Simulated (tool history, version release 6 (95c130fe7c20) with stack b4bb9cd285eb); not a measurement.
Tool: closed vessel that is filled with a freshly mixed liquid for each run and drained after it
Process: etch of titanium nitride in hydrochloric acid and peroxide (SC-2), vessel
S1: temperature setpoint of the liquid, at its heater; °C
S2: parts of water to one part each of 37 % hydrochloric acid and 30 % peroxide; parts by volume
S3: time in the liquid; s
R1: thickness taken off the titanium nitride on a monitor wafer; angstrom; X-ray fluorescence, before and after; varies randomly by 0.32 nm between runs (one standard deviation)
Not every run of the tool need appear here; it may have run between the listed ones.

run,day,S1,S2,S3,R1
1,0,45,6,1170,201.19
2,0.292,45,7,1170,179.24
3,0.438,47.5,7,1170,212.06
4,0.683,49.5,7,1170,237.86
5,0.892,49.5,7,1260,262.07
6,1.046,46,7,1260,205.65
7,1.188,48,7,1260,233.6
8,1.242,49.5,7,1260,255.38
9,1.271,50.5,7,1260,277.11
10,1.617,51.5,7,1260,297.08

Run 11, settings as shown, results not yet in. Your forecast:
11,1.962,52,7,1260,?

R1: 306.56 angstrom

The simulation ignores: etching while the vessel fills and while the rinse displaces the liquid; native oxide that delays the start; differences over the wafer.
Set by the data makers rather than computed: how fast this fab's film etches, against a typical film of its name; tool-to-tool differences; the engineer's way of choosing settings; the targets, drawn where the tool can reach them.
